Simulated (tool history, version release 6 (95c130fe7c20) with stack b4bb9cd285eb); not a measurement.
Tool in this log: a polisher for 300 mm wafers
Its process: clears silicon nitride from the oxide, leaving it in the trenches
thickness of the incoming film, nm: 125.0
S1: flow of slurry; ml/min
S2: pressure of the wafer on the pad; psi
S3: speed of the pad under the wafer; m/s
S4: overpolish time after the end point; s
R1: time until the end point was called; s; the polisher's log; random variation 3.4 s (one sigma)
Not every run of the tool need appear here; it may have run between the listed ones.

| run | day | S1 | S2 | S3 | S4 | R1 |
|---|---|---|---|---|---|---|
| 1 | 0.000 | 155 | 2.5 | 1.20 | 9 | 133.55 |
| 2 | 0.062 | 155 | 2.5 | 1.20 | 9 | 136.14 |
| 3 | 0.171 | 170 | 2.5 | 1.20 | 9 | 131.01 |
| 4 | 0.488 | 165 | 2.2 | 1.18 | 9 | 152.75 |
| 5 | 0.662 | 145 | 2.2 | 1.18 | 9 | 157.73 |
| 6 | 0.688 | 145 | 2.7 | 1.18 | 9 | 128.58 |

Expected results for the next run?
| 7 | 0.725 | 140 | 2.0 | 1.12 | 9 | ? |

{"run 7": {"R1": 180.93}}
